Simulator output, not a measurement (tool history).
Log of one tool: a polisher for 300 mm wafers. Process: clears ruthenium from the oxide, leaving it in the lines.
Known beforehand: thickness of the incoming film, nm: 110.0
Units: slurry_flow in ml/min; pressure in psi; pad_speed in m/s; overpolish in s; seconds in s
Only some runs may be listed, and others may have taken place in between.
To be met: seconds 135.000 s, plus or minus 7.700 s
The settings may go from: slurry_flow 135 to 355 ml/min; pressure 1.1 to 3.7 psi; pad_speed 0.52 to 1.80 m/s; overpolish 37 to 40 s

| run | hour | slurry_flow | pressure | pad_speed | overpolish | seconds |
|---|---|---|---|---|---|---|
| 1 | 0.0 | 225 | 2.4 | 1.16 | 37 | 95.106 |
| 2 | 3.8 | 225 | 2.0 | 1.16 | 37 | 112.650 |
| 3 | 8.9 | 225 | 2.6 | 1.16 | 37 | 88.666 |
| 4 | 14.3 | 225 | 2.4 | 1.14 | 37 | 94.823 |
| 5 | 20.3 | 225 | 2.3 | 1.14 | 37 | 100.710 |
|  | 21.3 | head pressure recalibrated |
| 6 | 21.3 | 225 | 2.5 | 1.14 | 37 | 86.788 |
| 7 | 28.5 | 225 | 2.4 | 1.14 | 37 | 90.018 |
| 8 | 37.0 | 225 | 2.3 | 1.12 | 37 | 94.887 |
| 9 | 41.4 | 225 | 2.1 | 1.12 | 37 | 103.550 |
| 10 | 49.3 | 225 | 1.5 | 1.08 | 37 | 143.230 |

Consider the 4 candidate settings below. Which is the only one whose results all fall within their allowed miss of target?
| A | 57.2 | 135 | 1.1 | 1.58 | 37 | ? |
| B | 57.2 | 210 | 1.7 | 1.28 | 39 | ? |
| C | 57.2 | 320 | 2.0 | 1.04 | 37 | ? |
| D | 57.2 | 275 | 2.4 | 0.72 | 37 | ? |

| move | seconds |
|---|---|
| A | 150.610 |
| B | 116.340 |
| C | 116.260 |
| D | 138.660 |
A: further off than the last run
B: takes the result that was furthest off past its target
C: takes the result that was furthest off past its target
D: every result lands within tolerance
Move D is the one to make.
